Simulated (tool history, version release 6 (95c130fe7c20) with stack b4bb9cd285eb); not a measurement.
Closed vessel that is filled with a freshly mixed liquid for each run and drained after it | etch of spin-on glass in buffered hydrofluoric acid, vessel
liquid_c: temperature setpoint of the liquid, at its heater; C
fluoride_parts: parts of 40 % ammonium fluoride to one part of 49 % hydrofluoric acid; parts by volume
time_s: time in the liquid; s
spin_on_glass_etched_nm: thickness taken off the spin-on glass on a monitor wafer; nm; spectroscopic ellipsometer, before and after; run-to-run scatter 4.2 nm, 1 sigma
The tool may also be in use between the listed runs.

| run | hour | liquid_c | fluoride_parts | time_s | spin_on_glass_etched_nm |
|---|---|---|---|---|---|
| 1 | 0 | 20 | 9 | 105 | 319.73 |
| 2 | 1.6 | 20 | 7.5 | 105 | 388.51 |
| 3 | 3.6 | 21 | 7.5 | 105 | 407.66 |
| 4 | 10 | 21 | 5.5 | 105 | 550.93 |
| 5 | 17.8 | 21.5 | 5.5 | 105 | 559.48 |
| 6 | 21.3 | 21.5 | 6.5 | 105 | 482.36 |

Run 7, settings as shown, results not yet in. Your forecast:
| 7 | 29.1 | 22 | 6.5 | 105 | ? |

spin_on_glass_etched_nm: 500.93 nm

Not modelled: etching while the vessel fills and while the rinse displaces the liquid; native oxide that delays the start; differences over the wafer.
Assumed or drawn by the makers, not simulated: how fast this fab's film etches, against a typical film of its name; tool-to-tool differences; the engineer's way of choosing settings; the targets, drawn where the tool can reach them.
